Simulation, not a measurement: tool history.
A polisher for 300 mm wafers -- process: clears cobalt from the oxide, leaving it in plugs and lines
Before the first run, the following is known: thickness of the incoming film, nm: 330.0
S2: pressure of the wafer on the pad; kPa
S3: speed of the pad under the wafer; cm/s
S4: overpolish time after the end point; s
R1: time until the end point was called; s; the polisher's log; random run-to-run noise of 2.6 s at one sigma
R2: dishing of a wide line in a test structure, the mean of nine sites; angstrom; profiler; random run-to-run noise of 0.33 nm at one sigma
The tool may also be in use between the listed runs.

run 1 hour=0.0 | flow_of_slurry_(ml/min)=290 S2=9.0 S3=116 S4=14 | R1=70.388 R2=447.64
run 2 hour=7.9 | flow_of_slurry_(ml/min)=290 S2=9.0 S3=96 S4=14 | R1=80.904 R2=390.49
run 3 hour=15.4 | flow_of_slurry_(ml/min)=290 S2=9.0 S3=92 S4=13 | R1=85.450 R2=364.40
run 4 hour=18.0 | flow_of_slurry_(ml/min)=295 S2=9.0 S3=88 S4=12 | R1=91.286 R2=345.70
run 5 hour=22.3 | flow_of_slurry_(ml/min)=295 S2=9.0 S3=76 S4=12 | R1=99.956 R2=309.11
run 6 hour=23.9 | flow_of_slurry_(ml/min)=280 S2=9.0 S3=74 S4=11 | R1=104.130 R2=275.76
run 7 hour=30.0 | flow_of_slurry_(ml/min)=275 S2=9.0 S3=74 S4=10 | R1=103.510 R2=265.66
run 8 hour=31.9 | flow_of_slurry_(ml/min)=265 S2=9.0 S3=74 S4=9 | R1=103.940 R2=237.22

Predict the results of run 9:
run 9 hour=34.4 | flow_of_slurry_(ml/min)=260 S2=9.0 S3=74 S4=9 | R1=? R2=?

{"run 9": {"R1": 103.33, "R2": 237.15}}

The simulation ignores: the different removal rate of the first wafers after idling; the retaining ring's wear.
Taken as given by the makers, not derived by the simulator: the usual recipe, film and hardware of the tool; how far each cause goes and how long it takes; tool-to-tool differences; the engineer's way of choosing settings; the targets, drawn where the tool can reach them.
